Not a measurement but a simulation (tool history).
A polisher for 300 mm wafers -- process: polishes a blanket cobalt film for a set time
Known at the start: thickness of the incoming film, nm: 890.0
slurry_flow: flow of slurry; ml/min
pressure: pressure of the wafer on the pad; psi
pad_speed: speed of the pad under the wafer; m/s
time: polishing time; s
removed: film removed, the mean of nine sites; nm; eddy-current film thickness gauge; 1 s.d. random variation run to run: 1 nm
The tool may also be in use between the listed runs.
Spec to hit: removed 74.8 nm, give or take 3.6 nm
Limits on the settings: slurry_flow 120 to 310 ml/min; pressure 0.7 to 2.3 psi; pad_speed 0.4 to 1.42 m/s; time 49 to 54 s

Run 1, hour 0: slurry_flow 200 ml/min, pressure 1.5 psi, pad_speed 0.9 m/s, time 54 s. Result: removed 225.01 nm.
Run 2, hour 0.9: slurry_flow 200 ml/min, pressure 1.3 psi, pad_speed 0.9 m/s, time 54 s. Result: removed 194.74 nm.
Run 3, hour 8.5: slurry_flow 200 ml/min, pressure 1.1 psi, pad_speed 0.78 m/s, time 53 s. Result: removed 141.45 nm.
Run 4, hour 11.9: slurry_flow 200 ml/min, pressure 1 psi, pad_speed 0.72 m/s, time 53 s. Result: removed 120.4 nm.
Run 5, hour 14: slurry_flow 200 ml/min, pressure 0.9 psi, pad_speed 0.68 m/s, time 53 s. Result: removed 101.84 nm.
Run 6, hour 20.8: slurry_flow 200 ml/min, pressure 0.9 psi, pad_speed 0.68 m/s, time 54 s. Result: removed 106.33 nm.
Run 7, hour 28.2: slurry_flow 200 ml/min, pressure 0.8 psi, pad_speed 0.64 m/s, time 54 s. Result: removed 90.991 nm.
Run 8, hour 32.6: slurry_flow 200 ml/min, pressure 0.8 psi, pad_speed 0.62 m/s, time 54 s. Result: removed 89.313 nm.
Run 9, hour 38.2: slurry_flow 200 ml/min, pressure 0.8 psi, pad_speed 0.6 m/s, time 54 s. Result: removed 84.212 nm.

Which one of the following 5 next-run settings gets every result inside its allowed miss? There is exactly one.
Run A, hour 43.8: slurry_flow 285 ml/min, pressure 1 psi, pad_speed 0.4 m/s, time 49 s. Result: removed ?.
Run B, hour 43.8: slurry_flow 155 ml/min, pressure 0.9 psi, pad_speed 0.68 m/s, time 54 s. Result: removed ?.
Run C, hour 43.8: slurry_flow 145 ml/min, pressure 0.7 psi, pad_speed 0.66 m/s, time 51 s. Result: removed ?.
Run D, hour 43.8: slurry_flow 200 ml/min, pressure 0.9 psi, pad_speed 0.62 m/s, time 49 s. Result: removed ?.
Run E, hour 43.8: slurry_flow 180 ml/min, pressure 1.1 psi, pad_speed 0.48 m/s, time 52 s. Result: removed ?.

move  removed
   A   66.416
   B   101.28
   C   73.402
   D   87.687
   E   86.164
A: carries the result that was furthest off beyond its target, to the other side
B: further off than the last run
C: meets every target
D: further off than the last run
E: further off than the last run
So the answer is move C, the one that meets all the targets.

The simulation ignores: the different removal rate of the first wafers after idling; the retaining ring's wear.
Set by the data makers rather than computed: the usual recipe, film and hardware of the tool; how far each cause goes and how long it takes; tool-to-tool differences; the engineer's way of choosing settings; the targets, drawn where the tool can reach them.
